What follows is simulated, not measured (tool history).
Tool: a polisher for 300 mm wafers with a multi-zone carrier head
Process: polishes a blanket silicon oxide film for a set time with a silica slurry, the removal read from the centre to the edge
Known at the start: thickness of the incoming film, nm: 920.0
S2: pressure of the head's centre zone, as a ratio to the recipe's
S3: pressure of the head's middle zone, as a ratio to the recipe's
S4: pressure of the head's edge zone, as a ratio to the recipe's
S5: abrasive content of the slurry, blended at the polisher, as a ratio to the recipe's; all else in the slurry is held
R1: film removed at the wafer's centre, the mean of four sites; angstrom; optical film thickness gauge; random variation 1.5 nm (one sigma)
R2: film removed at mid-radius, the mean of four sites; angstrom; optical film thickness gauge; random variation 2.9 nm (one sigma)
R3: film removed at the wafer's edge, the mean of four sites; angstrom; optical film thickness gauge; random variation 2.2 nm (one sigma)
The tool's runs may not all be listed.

Run 1, hour 0: flow of slurry (ml/min) 155, S2 1, S3 1, S4 1, S5 1, polishing time (s) 39. Result: R1 1675.5 angstrom, R2 1633.9 angstrom, R3 1664.9 angstrom.
Run 2, hour 0.7: flow of slurry (ml/min) 155, S2 1.04, S3 1, S4 1, S5 1, polishing time (s) 39. Result: R1 1747.9 angstrom, R2 1661.3 angstrom, R3 1637.1 angstrom.
Run 3, hour 6.2: flow of slurry (ml/min) 160, S2 1.02, S3 1.02, S4 1.02, S5 1.05, polishing time (s) 39. Result: R1 1759.5 angstrom, R2 1699.4 angstrom, R3 1693.9 angstrom.
Run 4, hour 10.5: flow of slurry (ml/min) 160, S2 1.02, S3 1.02, S4 1.02, S5 0.95, polishing time (s) 39. Result: R1 1704.2 angstrom, R2 1626.1 angstrom, R3 1650.1 angstrom.
Run 5, hour 14.1: flow of slurry (ml/min) 165, S2 0.99, S3 1.04, S4 1.04, S5 1.05, polishing time (s) 40. Result: R1 1757.8 angstrom, R2 1803.2 angstrom, R3 1763.5 angstrom.
Run 6, hour 18.4: flow of slurry (ml/min) 165, S2 0.99, S3 1.04, S4 1.04, S5 1.2, polishing time (s) 40. Result: R1 1834.1 angstrom, R2 1856.9 angstrom, R3 1835.5 angstrom.
Run 7, hour 26.1: flow of slurry (ml/min) 170, S2 0.97, S3 1.05, S4 1.06, S5 1.25, polishing time (s) 41. Result: R1 1876.4 angstrom, R2 1962.9 angstrom, R3 1932.8 angstrom.
Run 8, hour 34.4: flow of slurry (ml/min) 175, S2 0.95, S3 1.06, S4 1.08, S5 1.3, polishing time (s) 42. Result: R1 1918 angstrom, R2 2075.4 angstrom, R3 2012 angstrom.
Run 9, hour 39.1: flow of slurry (ml/min) 175, S2 0.93, S3 1.06, S4 1.09, S5 1.35, polishing time (s) 43. Result: R1 1941.3 angstrom, R2 2160.2 angstrom, R3 2093.4 angstrom.
Run 10, hour 44.2: flow of slurry (ml/min) 175, S2 0.92, S3 1.06, S4 1.1, S5 1.35, polishing time (s) 43. Result: R1 1887.5 angstrom, R2 2142.9 angstrom, R3 2116.6 angstrom.

Forecast run 11:
Run 11, hour 49.3: flow of slurry (ml/min) 180, S2 0.91, S3 1.06, S4 1.11, S5 1.35, polishing time (s) 43. Result: R1 ?, R2 ?, R3 ?.

R1: 1940.8 angstrom
R2: 2179.1 angstrom
R3: 2114 angstrom
